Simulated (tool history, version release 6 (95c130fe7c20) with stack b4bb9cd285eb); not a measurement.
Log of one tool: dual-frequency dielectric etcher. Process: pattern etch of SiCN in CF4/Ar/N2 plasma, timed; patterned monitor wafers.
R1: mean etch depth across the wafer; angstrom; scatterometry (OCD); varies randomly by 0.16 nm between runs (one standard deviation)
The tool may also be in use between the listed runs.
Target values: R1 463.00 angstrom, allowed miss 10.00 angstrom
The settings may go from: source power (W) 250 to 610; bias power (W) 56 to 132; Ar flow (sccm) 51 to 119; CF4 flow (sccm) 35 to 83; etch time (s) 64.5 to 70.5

Run 1, hour 0.0: source power (W) 430, bias power (W) 94, Ar flow (sccm) 85, CF4 flow (sccm) 59, etch time (s) 70.5. Result: R1 622.68 angstrom.
Run 2, hour 7.1: source power (W) 400, bias power (W) 93, Ar flow (sccm) 85, CF4 flow (sccm) 59, etch time (s) 70.5. Result: R1 579.30 angstrom.
Run 3, hour 12.5: source power (W) 380, bias power (W) 93, Ar flow (sccm) 85, CF4 flow (sccm) 59, etch time (s) 70.5. Result: R1 552.83 angstrom.
Run 4, hour 20.0: source power (W) 380, bias power (W) 104, Ar flow (sccm) 85, CF4 flow (sccm) 59, etch time (s) 70.5. Result: R1 576.62 angstrom.
Run 5, hour 24.6: source power (W) 360, bias power (W) 104, Ar flow (sccm) 85, CF4 flow (sccm) 59, etch time (s) 70.5. Result: R1 545.65 angstrom.
Run 6, hour 25.6: source power (W) 360, bias power (W) 104, Ar flow (sccm) 85, CF4 flow (sccm) 67, etch time (s) 70.5. Result: R1 551.75 angstrom.
Run 7, hour 33.0: source power (W) 270, bias power (W) 102, Ar flow (sccm) 85, CF4 flow (sccm) 67, etch time (s) 70.5. Result: R1 418.70 angstrom.
Run 8, hour 41.0: source power (W) 280, bias power (W) 102, Ar flow (sccm) 85, CF4 flow (sccm) 67, etch time (s) 70.5. Result: R1 435.35 angstrom.
Run 9, hour 43.4: source power (W) 290, bias power (W) 102, Ar flow (sccm) 85, CF4 flow (sccm) 67, etch time (s) 70.5. Result: R1 449.12 angstrom.

Next run, 5 choices. One meets every target within its allowed miss, the rest don't. Which?
Run A, hour 45.8: source power (W) 290, bias power (W) 105, Ar flow (sccm) 82, CF4 flow (sccm) 70, etch time (s) 65.5. Result: R1 ?.
Run B, hour 45.8: source power (W) 280, bias power (W) 106, Ar flow (sccm) 77, CF4 flow (sccm) 70, etch time (s) 67.5. Result: R1 ?.
Run C, hour 45.8: source power (W) 300, bias power (W) 112, Ar flow (sccm) 93, CF4 flow (sccm) 69, etch time (s) 65.5. Result: R1 ?.
Run D, hour 45.8: source power (W) 280, bias power (W) 103, Ar flow (sccm) 95, CF4 flow (sccm) 72, etch time (s) 70.5. Result: R1 ?.
Run E, hour 45.8: source power (W) 290, bias power (W) 105, Ar flow (sccm) 85, CF4 flow (sccm) 83, etch time (s) 70.5. Result: R1 ?.

move      R1
   A  424.88
   B  428.03
   C  441.95
   D  433.53
   E  461.36
A: misses by more than the last run did
B: misses by more than the last run did
C: misses by more than the last run did
D: misses by more than the last run did
E: all results land within tolerance of their targets
Move E is the one to make.
